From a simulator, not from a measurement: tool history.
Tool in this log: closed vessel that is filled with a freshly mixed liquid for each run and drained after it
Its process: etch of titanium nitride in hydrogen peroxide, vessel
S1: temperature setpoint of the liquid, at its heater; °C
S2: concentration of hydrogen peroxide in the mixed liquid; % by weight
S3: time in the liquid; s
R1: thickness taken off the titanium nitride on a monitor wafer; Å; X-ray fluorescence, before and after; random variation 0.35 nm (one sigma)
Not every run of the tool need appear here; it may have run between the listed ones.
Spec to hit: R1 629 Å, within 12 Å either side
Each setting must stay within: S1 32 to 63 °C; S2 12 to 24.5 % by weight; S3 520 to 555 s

run	hour	S1	S2	S3	R1
1	0	47	16.5	520	233.44
2	1.1	47	14.5	520	228.77
3	5.8	47	14.5	555	242.36
4	10.3	51	14.5	555	325.74
5	11.1	54	14.5	555	397.74
6	16.1	48.5	14.5	555	272.2
7	20	56.5	14.5	555	482.03
8	24.7	61	14.5	555	653.39

Consider the 4 candidate settings below. Which is the only one whose results all fall within their allowed miss of target?
A	29.4	61	16.5	555	?
B	29.4	61.5	14.5	520	?
C	29.4	62	14.5	540	?
D	29.4	63	12	525	?

move	R1
A	671.06
B	632.83
C	679.64
D	679.09
A: moves away from the targets compared with the last run
B: in spec on every target
C: moves away from the targets compared with the last run
D: moves away from the targets compared with the last run
Go with B: it meets all targets.
